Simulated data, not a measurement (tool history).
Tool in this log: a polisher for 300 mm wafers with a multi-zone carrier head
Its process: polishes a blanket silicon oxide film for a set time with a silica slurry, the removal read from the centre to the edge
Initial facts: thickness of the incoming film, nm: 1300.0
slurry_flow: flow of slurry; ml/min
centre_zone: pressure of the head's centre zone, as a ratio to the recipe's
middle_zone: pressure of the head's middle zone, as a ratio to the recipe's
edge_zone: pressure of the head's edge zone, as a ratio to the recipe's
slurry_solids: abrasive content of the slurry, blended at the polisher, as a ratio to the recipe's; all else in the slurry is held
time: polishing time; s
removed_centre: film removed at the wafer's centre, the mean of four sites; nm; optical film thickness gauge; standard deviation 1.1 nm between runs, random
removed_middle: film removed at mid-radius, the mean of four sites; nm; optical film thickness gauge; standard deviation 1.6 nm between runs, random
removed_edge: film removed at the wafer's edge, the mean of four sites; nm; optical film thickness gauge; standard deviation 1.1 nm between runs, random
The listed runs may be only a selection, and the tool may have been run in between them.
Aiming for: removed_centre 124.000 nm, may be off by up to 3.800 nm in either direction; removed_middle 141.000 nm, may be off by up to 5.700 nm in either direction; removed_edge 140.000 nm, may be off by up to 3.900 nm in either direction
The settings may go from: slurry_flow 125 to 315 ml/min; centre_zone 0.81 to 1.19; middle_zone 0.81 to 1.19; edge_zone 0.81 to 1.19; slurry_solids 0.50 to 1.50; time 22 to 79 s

run	hour	slurry_flow	centre_zone	middle_zone	edge_zone	slurry_solids	time	removed_centre	removed_middle	removed_edge
1	0.0	205	1.00	1.00	1.00	1.00	50	104.150	104.490	101.480
2	3.8	205	1.00	0.96	1.00	1.00	50	105.010	101.830	103.220
3	7.4	205	1.00	0.96	0.97	1.00	50	103.980	102.980	101.520
4	13.7	210	0.97	0.98	1.00	1.15	51	107.190	112.230	111.750
5	22.3	220	0.97	1.00	1.03	1.25	51	112.230	118.010	116.140
6	30.0	220	0.97	1.00	1.03	1.25	38	83.942	89.526	86.712
7	31.5	215	0.96	1.01	1.04	1.30	43	96.526	103.690	100.200
8	32.7	225	0.91	1.06	1.14	1.50	51	113.430	130.550	130.660
9	37.2	230	0.92	1.07	1.15	1.50	52	116.260	137.400	133.700
10	43.0	235	0.93	1.06	1.16	1.50	52	119.120	135.070	135.260
11	46.1	240	0.93	1.06	1.17	1.50	52	118.680	136.850	137.550

Exercise: of the 5 proposed moves below, exactly one satisfies all targets within the stated allowed misses. Which move is it?
A	49.2	240	0.99	0.99	1.09	1.25	54	?	?	?
B	49.2	210	1.01	1.04	1.12	1.45	56	?	?	?
C	49.2	250	0.91	1.02	1.16	1.40	51	?	?	?
D	49.2	200	0.92	1.04	1.11	1.50	56	?	?	?
E	49.2	245	0.93	1.06	1.17	1.50	49	?	?	?

move	removed_centre	removed_middle	removed_edge
A	122.340	123.830	126.970
B	133.080	137.630	138.230
C	111.530	125.040	129.040
D	122.190	138.160	138.320
E	111.560	126.300	127.050
A: puts the biggest miss on target and leaves a different result outside tolerance
B: pushes the last run's worst result past its target
C: misses by more than the last run did
D: every result within its allowed miss
E: misses by more than the last run did
Go with D: it meets all targets.
